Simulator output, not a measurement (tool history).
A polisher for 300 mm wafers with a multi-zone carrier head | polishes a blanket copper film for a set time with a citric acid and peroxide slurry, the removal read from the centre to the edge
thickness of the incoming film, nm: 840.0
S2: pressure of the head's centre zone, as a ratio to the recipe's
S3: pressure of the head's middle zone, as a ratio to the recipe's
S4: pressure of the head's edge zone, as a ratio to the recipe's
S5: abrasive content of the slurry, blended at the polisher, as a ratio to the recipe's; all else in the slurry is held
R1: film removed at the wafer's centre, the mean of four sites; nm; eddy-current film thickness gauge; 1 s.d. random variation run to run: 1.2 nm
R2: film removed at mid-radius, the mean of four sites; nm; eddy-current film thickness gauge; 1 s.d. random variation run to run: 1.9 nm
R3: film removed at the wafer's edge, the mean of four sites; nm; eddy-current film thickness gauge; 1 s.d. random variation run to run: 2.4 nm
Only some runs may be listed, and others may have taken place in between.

Run 1, hour 0: flow of slurry (ml/min) 130, S2 1, S3 1, S4 1, S5 1, polishing time (s) 66. Result: R1 192.22 nm, R2 195.13 nm, R3 198.81 nm.
Run 2, hour 5.1: flow of slurry (ml/min) 130, S2 1, S3 1.08, S4 1, S5 1, polishing time (s) 66. Result: R1 193.4 nm, R2 208.46 nm, R3 202.94 nm.
Run 3, hour 9.1: flow of slurry (ml/min) 100, S2 1, S3 1.08, S4 1, S5 1, polishing time (s) 66. Result: R1 178.66 nm, R2 194.25 nm, R3 191.15 nm.
Run 4, hour 14.2: flow of slurry (ml/min) 95, S2 0.98, S3 1.09, S4 1.01, S5 1, polishing time (s) 66. Result: R1 172.19 nm, R2 191.71 nm, R3 190.55 nm.
Run 5, hour 16.8: flow of slurry (ml/min) 95, S2 0.98, S3 1.09, S4 1.01, S5 0.85, polishing time (s) 66. Result: R1 167.36 nm, R2 186.73 nm, R3 183 nm.
Run 6, hour 25.8: flow of slurry (ml/min) 80, S2 0.98, S3 1.09, S4 1.01, S5 0.85, polishing time (s) 66. Result: R1 156.09 nm, R2 174.68 nm, R3 171.36 nm.

For run 7, what comes out?
Run 7, hour 28.2: flow of slurry (ml/min) 85, S2 0.97, S3 1.1, S4 1.03, S5 0.85, polishing time (s) 66. Result: R1 ?, R2 ?, R3 ?.

{"run 7": {"R1": 156.38, "R2": 180.65, "R3": 179.07}}
